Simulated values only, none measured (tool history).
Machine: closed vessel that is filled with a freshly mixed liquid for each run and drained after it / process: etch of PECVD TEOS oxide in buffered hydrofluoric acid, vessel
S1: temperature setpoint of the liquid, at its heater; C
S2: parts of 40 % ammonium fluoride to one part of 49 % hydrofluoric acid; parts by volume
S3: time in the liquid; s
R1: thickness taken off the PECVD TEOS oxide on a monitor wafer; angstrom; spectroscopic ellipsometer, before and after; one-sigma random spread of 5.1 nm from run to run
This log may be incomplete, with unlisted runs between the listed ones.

{"run": 1, "day": 0.0, "S1": 23, "S2": 7.5, "S3": 105, "R1": 4295.9}
{"run": 2, "day": 0.229, "S1": 26.5, "S2": 7.5, "S3": 105, "R1": 5122.6}
{"run": 3, "day": 0.388, "S1": 27, "S2": 7.5, "S3": 105, "R1": 5346.3}
{"run": 4, "day": 0.425, "S1": 27, "S2": 7.5, "S3": 105, "R1": 5266.9}
{"run": 5, "day": 0.525, "S1": 27, "S2": 6.5, "S3": 105, "R1": 6003.4}
{"run": 6, "day": 0.8, "S1": 27, "S2": 6.5, "S3": 110, "R1": 6326.6}
{"run": 7, "day": 1.0, "S1": 27, "S2": 6.5, "S3": 110, "R1": 6298.3}

What will run 8 give?
{"run": 8, "day": 1.288, "S1": 27.5, "S2": 6.5, "S3": 110, "R1": "?"}

R1: 6555.9 angstrom
